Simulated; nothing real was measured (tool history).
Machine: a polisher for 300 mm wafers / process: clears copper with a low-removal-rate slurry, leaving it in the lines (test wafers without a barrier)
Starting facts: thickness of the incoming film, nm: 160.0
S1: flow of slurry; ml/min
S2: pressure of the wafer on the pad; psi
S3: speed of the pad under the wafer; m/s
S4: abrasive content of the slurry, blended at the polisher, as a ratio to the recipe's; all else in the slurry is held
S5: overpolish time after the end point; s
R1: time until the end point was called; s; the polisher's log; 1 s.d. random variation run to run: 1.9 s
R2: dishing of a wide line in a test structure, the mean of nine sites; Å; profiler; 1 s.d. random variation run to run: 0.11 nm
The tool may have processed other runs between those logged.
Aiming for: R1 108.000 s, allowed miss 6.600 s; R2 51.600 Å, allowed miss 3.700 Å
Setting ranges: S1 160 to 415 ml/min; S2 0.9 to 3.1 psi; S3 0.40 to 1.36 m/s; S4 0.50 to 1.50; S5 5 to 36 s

Run 1, day 0.000: S1 265 ml/min, S2 2.0 psi, S3 0.88 m/s, S4 1.00, S5 18 s. Result: R1 80.718 s, R2 195.840 Å.
Run 2, day 0.300: S1 265 ml/min, S2 2.0 psi, S3 0.74 m/s, S4 1.00, S5 18 s. Result: R1 95.879 s, R2 180.590 Å.
Run 3, day 0.383: S1 265 ml/min, S2 2.0 psi, S3 0.74 m/s, S4 1.20, S5 18 s. Result: R1 90.778 s, R2 182.530 Å.
Run 4, day 0.662: S1 265 ml/min, S2 2.0 psi, S3 0.74 m/s, S4 1.20, S5 13 s. Result: R1 91.140 s, R2 135.680 Å.
Run 5, day 0.879: S1 235 ml/min, S2 1.7 psi, S3 0.80 m/s, S4 1.30, S5 11 s. Result: R1 99.266 s, R2 116.100 Å.
Run 6, day 0.958: S1 235 ml/min, S2 1.7 psi, S3 1.00 m/s, S4 1.30, S5 11 s. Result: R1 78.627 s, R2 138.000 Å.
Run 7, day 1.129: S1 245 ml/min, S2 1.5 psi, S3 0.98 m/s, S4 1.35, S5 9 s. Result: R1 90.827 s, R2 98.926 Å.
Run 8, day 1.429: S1 275 ml/min, S2 1.4 psi, S3 1.00 m/s, S4 1.35, S5 8 s. Result: R1 90.923 s, R2 90.663 Å.
Run 9, day 1.754: S1 310 ml/min, S2 1.3 psi, S3 1.00 m/s, S4 1.40, S5 7 s. Result: R1 98.612 s, R2 77.326 Å.
Run 10, day 2.092: S1 340 ml/min, S2 1.2 psi, S3 1.04 m/s, S4 1.45, S5 6 s. Result: R1 100.620 s, R2 68.977 Å.
Run 11, day 2.321: S1 360 ml/min, S2 1.1 psi, S3 1.06 m/s, S4 1.45, S5 6 s. Result: R1 108.860 s, R2 63.948 Å.
Run 12, day 2.362: S1 360 ml/min, S2 1.1 psi, S3 1.06 m/s, S4 1.45, S5 6 s. Result: R1 104.120 s, R2 62.609 Å.
Run 13, day 2.596: S1 360 ml/min, S2 1.1 psi, S3 1.06 m/s, S4 1.45, S5 6 s. Result: R1 102.650 s, R2 62.816 Å.
Run 14, day 2.762: S1 375 ml/min, S2 1.1 psi, S3 1.06 m/s, S4 1.45, S5 6 s. Result: R1 106.890 s, R2 62.625 Å.
Run 15, day 2.962: S1 300 ml/min, S2 0.9 psi, S3 1.02 m/s, S4 1.45, S5 5 s. Result: R1 138.470 s, R2 42.031 Å.
Run 16, day 3.133: S1 285 ml/min, S2 0.9 psi, S3 1.06 m/s, S4 1.45, S5 5 s. Result: R1 133.620 s, R2 44.857 Å.
Run 17, day 3.454: S1 285 ml/min, S2 0.9 psi, S3 1.10 m/s, S4 1.45, S5 5 s. Result: R1 125.190 s, R2 44.883 Å.
Run 18, day 3.721: S1 290 ml/min, S2 0.9 psi, S3 1.12 m/s, S4 1.45, S5 5 s. Result: R1 124.170 s, R2 44.955 Å.
Run 19, day 3.946: S1 295 ml/min, S2 0.9 psi, S3 1.14 m/s, S4 1.45, S5 5 s. Result: R1 120.910 s, R2 45.775 Å.
Run 20, day 3.975: S1 300 ml/min, S2 0.9 psi, S3 1.14 m/s, S4 1.45, S5 5 s. Result: R1 123.410 s, R2 45.205 Å.
Run 21, day 4.317: S1 310 ml/min, S2 0.9 psi, S3 1.16 m/s, S4 1.45, S5 5 s. Result: R1 117.030 s, R2 46.491 Å.
Run 22, day 4.433: S1 315 ml/min, S2 0.9 psi, S3 1.16 m/s, S4 1.45, S5 5 s. Result: R1 121.400 s, R2 47.890 Å.
Run 23, day 4.792: S1 290 ml/min, S2 1.1 psi, S3 1.18 m/s, S4 1.45, S5 5 s. Result: R1 98.418 s, R2 59.480 Å.

Below are 4 possible settings for the next run. Only one of them brings all results inside the allowed miss of their targets. Which is it?
Run A, day 5.150: S1 330 ml/min, S2 0.9 psi, S3 1.26 m/s, S4 1.45, S5 5 s. Result: R1 ?, R2 ?.
Run B, day 5.150: S1 245 ml/min, S2 1.3 psi, S3 1.14 m/s, S4 1.30, S5 5 s. Result: R1 ?, R2 ?.
Run C, day 5.150: S1 250 ml/min, S2 1.3 psi, S3 1.12 m/s, S4 1.30, S5 6 s. Result: R1 ?, R2 ?.
Run D, day 5.150: S1 280 ml/min, S2 1.4 psi, S3 1.10 m/s, S4 1.50, S5 5 s. Result: R1 ?, R2 ?.

move       R1      R2
   A  106.220  50.289
   B   87.779  60.330
   C   89.091  70.380
   D   80.372  65.507
A: in spec on every target
B: its largest miss is bigger than the last run's
C: its largest miss is bigger than the last run's
D: its largest miss is bigger than the last run's
Move A is the one to make.

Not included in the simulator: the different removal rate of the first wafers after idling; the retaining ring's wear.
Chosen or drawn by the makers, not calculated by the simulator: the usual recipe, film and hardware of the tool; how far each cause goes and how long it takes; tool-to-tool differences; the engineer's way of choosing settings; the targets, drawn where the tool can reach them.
